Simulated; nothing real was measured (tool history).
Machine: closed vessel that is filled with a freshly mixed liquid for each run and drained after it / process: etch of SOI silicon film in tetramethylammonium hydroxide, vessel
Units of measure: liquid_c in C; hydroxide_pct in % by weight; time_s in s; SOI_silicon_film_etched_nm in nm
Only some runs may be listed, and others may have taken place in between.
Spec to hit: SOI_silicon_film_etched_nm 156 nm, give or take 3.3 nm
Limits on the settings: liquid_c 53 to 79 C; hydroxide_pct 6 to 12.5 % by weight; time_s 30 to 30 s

run,hour,liquid_c,hydroxide_pct,time_s,SOI_silicon_film_etched_nm
1,0,66,8.5,30,189.84
2,8.1,71.5,8.5,30,263.4
3,11.5,70.5,8.5,30,246.6
4,18.2,70.5,10,30,234.11
5,24.8,73.5,10,30,277.85
6,25.9,78,10,30,355.69
7,34.1,76.5,10,30,328.28
8,35,70,10,30,228.13
9,40.3,69.5,10,30,219.88
10,49.3,63,10,30,149.51

Exactly one of the 4 candidate moves below puts every result within its allowed miss. Which one?
A,58.3,65,11,30,?
B,58.3,64.5,10,30,?
C,58.3,63.5,9.5,30,?
D,58.3,64,9,30,?

move,SOI_silicon_film_etched_nm
A,162.6
B,162.92
C,156.53
D,164.7
A: takes the result that was furthest off past its target
B: takes the result that was furthest off past its target
C: meets every target
D: takes the result that was furthest off past its target
Go with C: it meets all targets.
